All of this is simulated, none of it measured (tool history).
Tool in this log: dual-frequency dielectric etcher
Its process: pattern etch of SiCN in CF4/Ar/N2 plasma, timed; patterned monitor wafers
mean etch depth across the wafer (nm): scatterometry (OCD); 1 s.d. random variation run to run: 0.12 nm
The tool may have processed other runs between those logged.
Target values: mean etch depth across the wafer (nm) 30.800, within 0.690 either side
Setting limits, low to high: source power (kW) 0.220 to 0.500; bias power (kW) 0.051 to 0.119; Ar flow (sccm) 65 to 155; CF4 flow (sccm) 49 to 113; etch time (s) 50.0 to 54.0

run	hour	source power (kW)	bias power (kW)	Ar flow (sccm)	CF4 flow (sccm)	etch time (s)	mean etch depth across the wafer (nm)
1	0.0	0.360	0.085	110	81	54.0	40.875
2	2.6	0.360	0.085	110	81	54.0	41.009
3	11.0	0.360	0.085	110	81	54.0	41.217
4	16.7	0.320	0.084	110	81	54.0	36.774
5	20.9	0.300	0.083	110	81	54.0	34.671
6	25.6	0.300	0.083	110	81	54.0	34.721
7	27.0	0.290	0.083	110	81	54.0	33.405
8	32.2	0.280	0.083	110	81	54.0	32.450

Which of these 4 next moves meets every target?
A	37.4	0.240	0.101	106	85	50.5	?
B	37.4	0.260	0.086	94	84	52.5	?
C	37.4	0.280	0.089	96	73	51.5	?
D	37.4	0.250	0.087	133	78	53.5	?

move	mean etch depth across the wafer (nm)
A	28.474
B	30.532
C	31.834
D	28.536
A: takes the biggest miss from the last run beyond its target
B: all results land within tolerance of their targets
C: an improvement on the last run, though not all results are within tolerance
D: takes the biggest miss from the last run beyond its target
Answer: B

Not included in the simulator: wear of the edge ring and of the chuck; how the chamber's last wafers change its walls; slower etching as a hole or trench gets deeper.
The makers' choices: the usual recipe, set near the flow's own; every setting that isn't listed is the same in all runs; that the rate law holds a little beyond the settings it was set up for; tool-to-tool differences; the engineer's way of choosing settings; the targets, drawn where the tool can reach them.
